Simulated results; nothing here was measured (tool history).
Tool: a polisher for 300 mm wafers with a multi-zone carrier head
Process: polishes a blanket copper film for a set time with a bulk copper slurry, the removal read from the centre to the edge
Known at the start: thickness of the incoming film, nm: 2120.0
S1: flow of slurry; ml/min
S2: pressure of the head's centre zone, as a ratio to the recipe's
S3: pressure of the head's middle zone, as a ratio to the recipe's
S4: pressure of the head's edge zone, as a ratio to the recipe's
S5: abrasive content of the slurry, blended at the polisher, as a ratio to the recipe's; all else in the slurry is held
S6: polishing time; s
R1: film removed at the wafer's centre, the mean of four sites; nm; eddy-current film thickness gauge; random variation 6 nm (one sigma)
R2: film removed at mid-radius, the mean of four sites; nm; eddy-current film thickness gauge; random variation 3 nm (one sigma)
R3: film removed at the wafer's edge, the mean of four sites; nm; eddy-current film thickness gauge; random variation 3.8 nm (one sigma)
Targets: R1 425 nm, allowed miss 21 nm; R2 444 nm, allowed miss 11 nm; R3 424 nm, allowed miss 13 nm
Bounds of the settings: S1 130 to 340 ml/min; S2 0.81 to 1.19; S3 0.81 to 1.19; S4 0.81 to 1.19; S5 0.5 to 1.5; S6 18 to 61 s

{"run": 1, "hour": 0.0, "S1": 220, "S2": 1, "S3": 1, "S4": 1, "S5": 1, "S6": 39, "R1": 340.24, "R2": 367.54, "R3": 370.35}
{"run": 2, "hour": 7.5, "S1": 245, "S2": 1, "S3": 1, "S4": 1, "S5": 1, "S6": 39, "R1": 338.44, "R2": 368.38, "R3": 368.7}
{"run": 3, "hour": 12.8, "S1": 245, "S2": 1.05, "S3": 1, "S4": 1, "S5": 1, "S6": 39, "R1": 350.19, "R2": 367.47, "R3": 369.14}
{"run": 4, "hour": 16.9, "S1": 245, "S2": 1.05, "S3": 1, "S4": 1, "S5": 1, "S6": 32, "R1": 285.99, "R2": 303.65, "R3": 304.55}
{"run": 5, "hour": 25.5, "S1": 245, "S2": 1.07, "S3": 1.02, "S4": 1.01, "S5": 1.1, "S6": 34, "R1": 327.88, "R2": 334.08, "R3": 335.33}
{"run": 6, "hour": 29.0, "S1": 245, "S2": 1.07, "S3": 1.05, "S4": 1.03, "S5": 1.2, "S6": 34, "R1": 334.39, "R2": 346.72, "R3": 336.85}
{"hour": 31.0, "done": "centre zone pressure recalibrated"}
{"run": 7, "hour": 31.0, "S1": 245, "S2": 1.07, "S3": 1.06, "S4": 1.05, "S5": 1.25, "S6": 35, "R1": 373.38, "R2": 359.09, "R3": 353.39}
{"run": 8, "hour": 34.2, "S1": 280, "S2": 0.97, "S3": 1.16, "S4": 1.15, "S5": 1.45, "S6": 39, "R1": 396.53, "R2": 449.66, "R3": 436.06}

Which of these 4 next moves meets every target?
{"run": "A", "hour": 37.4, "S1": 270, "S2": 0.97, "S3": 1.1, "S4": 1.19, "S5": 1.45, "S6": 41, "R1": "?", "R2": "?", "R3": "?"}
{"run": "B", "hour": 37.4, "S1": 290, "S2": 1.01, "S3": 1.19, "S4": 1.07, "S5": 1.4, "S6": 41, "R1": "?", "R2": "?", "R3": "?"}
{"run": "C", "hour": 37.4, "S1": 275, "S2": 1.03, "S3": 1.15, "S4": 1.1, "S5": 1.25, "S6": 40, "R1": "?", "R2": "?", "R3": "?"}
{"run": "D", "hour": 37.4, "S1": 280, "S2": 0.87, "S3": 1.12, "S4": 1.03, "S5": 1.25, "S6": 42, "R1": "?", "R2": "?", "R3": "?"}

move=A R1=421.23 R2=449.37 R3=467.36
move=B R1=437.14 R2=475.88 R3=441.41
move=C R1=421.3 R2=439.89 R3=425.04
move=D R1=382.17 R2=454.35 R3=432.68
A: brings the result that was furthest off to its target, and leaves another outside
B: brings the result that was furthest off to its target, and leaves another outside
C: meets every target
D: further off than the last run
The right move is C.
